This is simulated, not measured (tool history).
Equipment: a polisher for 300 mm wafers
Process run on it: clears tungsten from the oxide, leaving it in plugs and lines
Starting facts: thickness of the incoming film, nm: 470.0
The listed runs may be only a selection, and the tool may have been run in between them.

run,hour,flow of slurry (ml/min),pressure of the wafer on the pad (kPa),speed of the pad under the wafer (cm/s),abrasive content of the slurry,overpolish time after the end point (s),time until the end point was called (s)
1,0,295,24.1,130,1,19,67.028
2,6,295,24.1,130,1.1,19,65.614
3,7.7,295,24.1,130,1.1,21,65.163
4,12.2,295,28.3,130,1.1,21,56.009
5,15,250,28.3,130,1.1,21,56.443
6,21.1,250,28.3,130,1.1,19,56.746
7,22.4,250,21.4,124,1.1,19,75.598
8,28.1,250,20,122,1.1,19,83.03
# hour 31.1: head pressure recalibrated
9,31.1,250,19.3,122,1.1,19,94.585
10,39.4,245,18.6,122,1.1,19,97.035

Forecast run 11:
11,43.8,240,17.9,122,1.1,19,?

{"run 11": {"time until the end point was called (s)": 101.68}}

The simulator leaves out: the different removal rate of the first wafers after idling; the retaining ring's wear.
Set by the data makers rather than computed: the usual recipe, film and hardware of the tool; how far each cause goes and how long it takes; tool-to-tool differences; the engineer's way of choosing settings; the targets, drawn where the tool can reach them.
